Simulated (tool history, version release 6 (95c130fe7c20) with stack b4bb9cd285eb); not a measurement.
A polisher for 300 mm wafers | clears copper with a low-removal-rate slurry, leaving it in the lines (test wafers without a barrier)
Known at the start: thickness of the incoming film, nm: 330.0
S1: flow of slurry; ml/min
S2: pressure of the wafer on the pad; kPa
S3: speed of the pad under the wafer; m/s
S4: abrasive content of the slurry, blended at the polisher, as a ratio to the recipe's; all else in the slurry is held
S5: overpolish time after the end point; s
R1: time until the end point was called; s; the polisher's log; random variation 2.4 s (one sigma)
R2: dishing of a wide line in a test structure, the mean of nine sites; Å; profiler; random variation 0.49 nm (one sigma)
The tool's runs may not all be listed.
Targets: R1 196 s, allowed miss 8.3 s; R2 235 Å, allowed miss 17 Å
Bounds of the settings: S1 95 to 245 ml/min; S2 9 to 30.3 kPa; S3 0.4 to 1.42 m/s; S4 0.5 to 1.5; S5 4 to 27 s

run 1 hour=0 | S1=155 S2=19.3 S3=0.9 S4=1 S5=14 | R1=156.41 R2=233.5
run 2 hour=6.8 | S1=120 S2=19.3 S3=0.9 S4=1 S5=14 | R1=166.49 R2=217.66
run 3 hour=15.8 | S1=95 S2=19.3 S3=0.9 S4=1 S5=14 | R1=178.61 R2=199.01
run 4 hour=17.8 | S1=95 S2=18.6 S3=0.9 S4=1 S5=15 | R1=187.86 R2=210.53
run 5 hour=20.9 | S1=95 S2=18.6 S3=0.9 S4=1 S5=10 | R1=186.38 R2=137.71
run 6 hour=27.3 | S1=95 S2=15.9 S3=0.9 S4=1 S5=10 | R1=218.55 R2=123.51
run 7 hour=32 | S1=105 S2=15.9 S3=0.9 S4=1 S5=12 | R1=208.22 R2=150.94
run 8 hour=39.5 | S1=110 S2=15.9 S3=0.9 S4=1 S5=13 | R1=206.21 R2=163.27
run 9 hour=45.3 | S1=115 S2=15.9 S3=0.9 S4=1 S5=14 | R1=202.78 R2=170.82
run 10 hour=50.8 | S1=115 S2=15.9 S3=0.9 S4=1 S5=15 | R1=208.38 R2=189.22
run 11 hour=57 | S1=115 S2=15.9 S3=0.9 S4=1 S5=15 | R1=207.92 R2=187.75
run 12 hour=60.2 | S1=125 S2=17.2 S3=0.9 S4=1 S5=18 | R1=185.62 R2=244.75

Which of these 5 next moves meets every target?
run A hour=63.4 | S1=150 S2=11.7 S3=1.18 S4=1 S5=22 | R1=? R2=?
run B hour=63.4 | S1=145 S2=14.5 S3=0.94 S4=0.7 S5=20 | R1=? R2=?
run C hour=63.4 | S1=165 S2=19.3 S3=0.78 S4=1.15 S5=18 | R1=? R2=?
run D hour=63.4 | S1=125 S2=19.3 S3=0.74 S4=1.1 S5=18 | R1=? R2=?
run E hour=63.4 | S1=150 S2=18.6 S3=0.8 S4=1.15 S5=19 | R1=? R2=?

move=A R1=197.02 R2=279.87
move=B R1=215.5 R2=239.6
move=C R1=173.92 R2=267.62
move=D R1=197.62 R2=238.06
move=E R1=179.58 R2=272.65
A: brings the result that was furthest off to its target, and leaves another outside
B: takes the result that was furthest off past its target
C: further off than the last run
D: meets every target
E: further off than the last run
Move D is the one to make.
